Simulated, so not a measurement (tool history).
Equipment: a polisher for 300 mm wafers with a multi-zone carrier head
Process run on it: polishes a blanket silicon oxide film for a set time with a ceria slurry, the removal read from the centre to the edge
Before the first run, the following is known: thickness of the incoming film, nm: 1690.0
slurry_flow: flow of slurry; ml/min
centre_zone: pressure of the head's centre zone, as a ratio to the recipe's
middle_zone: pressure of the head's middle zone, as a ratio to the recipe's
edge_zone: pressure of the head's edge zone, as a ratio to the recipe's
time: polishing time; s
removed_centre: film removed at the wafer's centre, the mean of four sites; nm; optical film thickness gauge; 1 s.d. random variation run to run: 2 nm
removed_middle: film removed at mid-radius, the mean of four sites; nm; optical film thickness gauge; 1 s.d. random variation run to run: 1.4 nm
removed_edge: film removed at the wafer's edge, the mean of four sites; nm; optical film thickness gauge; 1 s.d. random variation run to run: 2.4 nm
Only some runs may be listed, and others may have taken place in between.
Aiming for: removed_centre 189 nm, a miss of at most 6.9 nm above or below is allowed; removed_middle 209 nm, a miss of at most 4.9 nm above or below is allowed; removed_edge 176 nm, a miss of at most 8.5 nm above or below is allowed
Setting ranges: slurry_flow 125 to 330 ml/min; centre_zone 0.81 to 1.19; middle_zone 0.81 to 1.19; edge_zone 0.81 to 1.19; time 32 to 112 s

run,hour,slurry_flow,centre_zone,middle_zone,edge_zone,time,removed_centre,removed_middle,removed_edge
1,0,210,1,1,1,72,254.23,256.78,254.83
2,6.7,210,1,1.01,0.97,69,240.11,247.06,241.87
3,11.7,210,1,0.93,0.97,69,239.83,227.55,236.69
4,13.8,175,1,0.93,0.97,69,231.51,222.57,233.52
5,17.6,185,1,0.95,0.94,66,223.41,220.07,226.98
6,19.2,185,1.06,0.95,0.94,66,232.35,220.54,226.77
7,24.6,210,1.05,0.97,0.92,63,228.03,216.84,218.52
8,30.5,225,1.04,1,0.9,60,218.21,215.55,206.4
9,34.9,235,1.03,1.01,0.89,59,216.92,214.62,201.98
10,39.7,240,1.01,1.02,0.88,58,205.9,212.54,193.06
11,47.9,240,1,1.02,0.87,58,204.94,213.01,195.16
12,49.5,210,1,1.1,0.81,52,181.47,199.97,164.63
13,54.2,215,1,1.1,0.82,52,181.25,200.92,169.51

5 next moves are on the table. One of them brings every result within its allowed miss. Which?
A,58.9,225,0.99,1.15,0.82,54,?,?,?
B,58.9,185,0.99,1.09,0.81,56,?,?,?
C,58.9,205,1.09,1.04,0.81,52,?,?,?
D,58.9,130,0.96,1.19,0.82,59,?,?,?
E,58.9,220,0.94,1.13,0.87,53,?,?,?

move,removed_centre,removed_middle,removed_edge
A,188.02,215.51,177.62
B,188.45,207.13,179.34
C,196.35,187.78,168.69
D,176.94,218.41,179.79
E,174.51,207.74,178.56
A: takes the result that was furthest off past its target
B: every result lands within tolerance
C: the biggest miss grows against the last run
D: takes the result that was furthest off past its target
E: the furthest-off result lands on target, but another misses its tolerance
Answer: B

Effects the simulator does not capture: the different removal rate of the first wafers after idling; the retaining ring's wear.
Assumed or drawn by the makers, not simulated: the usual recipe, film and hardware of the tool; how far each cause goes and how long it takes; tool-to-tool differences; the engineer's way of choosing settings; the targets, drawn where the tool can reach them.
